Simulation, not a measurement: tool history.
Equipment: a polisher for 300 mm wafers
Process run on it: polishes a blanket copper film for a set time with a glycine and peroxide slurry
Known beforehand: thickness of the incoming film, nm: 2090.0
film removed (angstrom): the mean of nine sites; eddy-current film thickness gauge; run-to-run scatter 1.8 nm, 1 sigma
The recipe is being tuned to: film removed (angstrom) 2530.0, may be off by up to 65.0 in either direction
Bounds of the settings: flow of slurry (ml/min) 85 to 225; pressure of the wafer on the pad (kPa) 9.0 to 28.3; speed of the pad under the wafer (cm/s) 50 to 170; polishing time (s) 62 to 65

run,hour,flow of slurry (ml/min),pressure of the wafer on the pad (kPa),speed of the pad under the wafer (cm/s),polishing time (s),film removed (angstrom)
1,0.0,145,18.6,110,62,3358.8
2,7.7,145,18.6,110,62,3347.6
3,11.2,140,17.9,110,62,3276.0
4,18.1,140,17.2,110,62,3122.6
# hour 22.7: head pressure recalibrated
5,22.7,135,16.5,110,62,3304.9
6,31.4,165,16.5,110,62,3433.6
7,39.4,155,15.9,110,62,3286.5
8,41.6,115,11.0,108,62,2316.7
9,48.6,120,11.0,108,62,2336.2
10,54.1,125,11.0,108,62,2355.6
11,59.0,130,11.0,108,62,2369.9
12,64.4,130,11.0,108,62,2379.9
13,71.4,140,11.0,108,62,2383.2
14,79.8,145,11.0,108,62,2398.2
15,85.0,170,11.7,108,62,2650.1

Which one of the following 5 next-run settings gets every result inside its allowed miss? There is exactly one.
A,90.2,180,11.7,112,65,?
B,90.2,155,11.0,128,64,?
C,90.2,170,11.7,100,62,?
D,90.2,165,12.4,112,63,?
E,90.2,165,11.0,120,65,?

move,film removed (angstrom)
A,2800.4
B,2776.4
C,2485.3
D,2796.9
E,2744.2
A: further off than the last run
B: further off than the last run
C: all results land within tolerance of their targets
D: further off than the last run
E: further off than the last run
Correct choice: C, which meets every target

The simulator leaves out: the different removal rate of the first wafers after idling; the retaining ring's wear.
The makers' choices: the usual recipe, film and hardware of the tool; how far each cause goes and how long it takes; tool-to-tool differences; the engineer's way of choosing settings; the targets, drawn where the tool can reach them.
